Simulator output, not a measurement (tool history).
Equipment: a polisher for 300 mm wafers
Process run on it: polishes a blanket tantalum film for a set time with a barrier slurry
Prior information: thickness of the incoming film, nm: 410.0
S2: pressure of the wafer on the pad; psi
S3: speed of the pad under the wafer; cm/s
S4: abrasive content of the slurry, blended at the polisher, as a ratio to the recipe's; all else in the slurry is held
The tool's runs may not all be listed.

run 1 hour=0.0 | flow_of_slurry_(ml/min)=230 S2=1.4 S3=78 S4=1.0 polishing_time_(s)=27 | film_removed_(angstrom)=265.11
run 2 hour=7.6 | flow_of_slurry_(ml/min)=230 S2=1.3 S3=78 S4=1.0 polishing_time_(s)=27 | film_removed_(angstrom)=252.22
run 3 hour=10.3 | flow_of_slurry_(ml/min)=230 S2=1.3 S3=72 S4=1.0 polishing_time_(s)=27 | film_removed_(angstrom)=229.66
run 4 hour=18.2 | flow_of_slurry_(ml/min)=230 S2=1.1 S3=72 S4=1.0 polishing_time_(s)=27 | film_removed_(angstrom)=197.35
run 5 hour=26.5 | flow_of_slurry_(ml/min)=250 S2=1.1 S3=72 S4=1.0 polishing_time_(s)=27 | film_removed_(angstrom)=198.70
run 6 hour=28.8 | flow_of_slurry_(ml/min)=250 S2=0.9 S3=72 S4=1.0 polishing_time_(s)=27 | film_removed_(angstrom)=162.28
run 7 hour=33.2 | flow_of_slurry_(ml/min)=250 S2=1.0 S3=72 S4=1.0 polishing_time_(s)=27 | film_removed_(angstrom)=183.82

Run 8 comes next. What will it give?
run 8 hour=40.9 | flow_of_slurry_(ml/min)=255 S2=1.1 S3=72 S4=1.0 polishing_time_(s)=27 | film_removed_(angstrom)=?

film removed (angstrom): 198.97
